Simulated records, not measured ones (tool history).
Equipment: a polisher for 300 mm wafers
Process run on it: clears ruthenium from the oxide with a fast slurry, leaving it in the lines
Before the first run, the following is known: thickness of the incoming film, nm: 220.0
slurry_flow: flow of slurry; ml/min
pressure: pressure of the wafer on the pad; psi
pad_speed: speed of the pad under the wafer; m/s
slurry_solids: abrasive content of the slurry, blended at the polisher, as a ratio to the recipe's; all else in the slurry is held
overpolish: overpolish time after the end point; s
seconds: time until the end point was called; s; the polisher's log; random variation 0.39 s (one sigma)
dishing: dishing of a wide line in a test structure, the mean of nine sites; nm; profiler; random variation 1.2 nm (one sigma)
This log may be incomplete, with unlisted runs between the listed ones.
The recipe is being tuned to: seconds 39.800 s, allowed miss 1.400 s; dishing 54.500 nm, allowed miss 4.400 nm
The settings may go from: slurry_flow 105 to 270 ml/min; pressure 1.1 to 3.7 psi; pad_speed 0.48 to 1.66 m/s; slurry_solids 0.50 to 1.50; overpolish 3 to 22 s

| run | hour | slurry_flow | pressure | pad_speed | slurry_solids | overpolish | seconds | dishing |
|---|---|---|---|---|---|---|---|---|
| 1 | 0.0 | 175 | 2.4 | 1.06 | 1.00 | 11 | 57.458 | 31.576 |
| 2 | 4.4 | 175 | 2.4 | 0.96 | 1.00 | 11 | 64.353 | 28.966 |
| 3 | 5.2 | 180 | 2.7 | 0.96 | 1.00 | 12 | 56.459 | 34.596 |
| 4 | 6.4 | 180 | 2.7 | 0.96 | 1.10 | 12 | 54.508 | 35.382 |
| 5 | 8.4 | 180 | 2.9 | 0.96 | 1.10 | 13 | 50.590 | 43.588 |
| 6 | 16.4 | 180 | 2.9 | 0.96 | 1.10 | 11 | 50.774 | 34.941 |
| 7 | 19.8 | 180 | 3.1 | 0.96 | 1.10 | 12 | 47.263 | 40.958 |
| 8 | 21.6 | 185 | 3.2 | 0.96 | 1.10 | 12 | 44.903 | 41.720 |
| 9 | 26.8 | 190 | 3.3 | 0.96 | 1.10 | 13 | 44.990 | 46.077 |

Consider the 5 candidate settings below. Which is the only one whose results all fall within their allowed miss of target?
| A | 32.0 | 175 | 3.3 | 0.86 | 1.00 | 19 | ? | ? |
| B | 32.0 | 240 | 3.2 | 1.06 | 1.15 | 14 | ? | ? |
| C | 32.0 | 255 | 3.5 | 1.24 | 0.60 | 14 | ? | ? |
| D | 32.0 | 185 | 3.0 | 0.94 | 1.10 | 10 | ? | ? |
| E | 32.0 | 195 | 3.2 | 1.06 | 1.35 | 9 | ? | ? |

| move | seconds | dishing |
|---|---|---|
| A | 52.233 | 56.624 |
| B | 39.525 | 55.360 |
| C | 43.612 | 50.880 |
| D | 49.920 | 33.432 |
| E | 37.998 | 38.912 |
A: its largest miss is bigger than the last run's
B: all results land within tolerance of their targets
C: an improvement on the last run, though not all results are within tolerance
D: its largest miss is bigger than the last run's
E: carries the result that was furthest off beyond its target, to the other side
The move that meets every target is B.
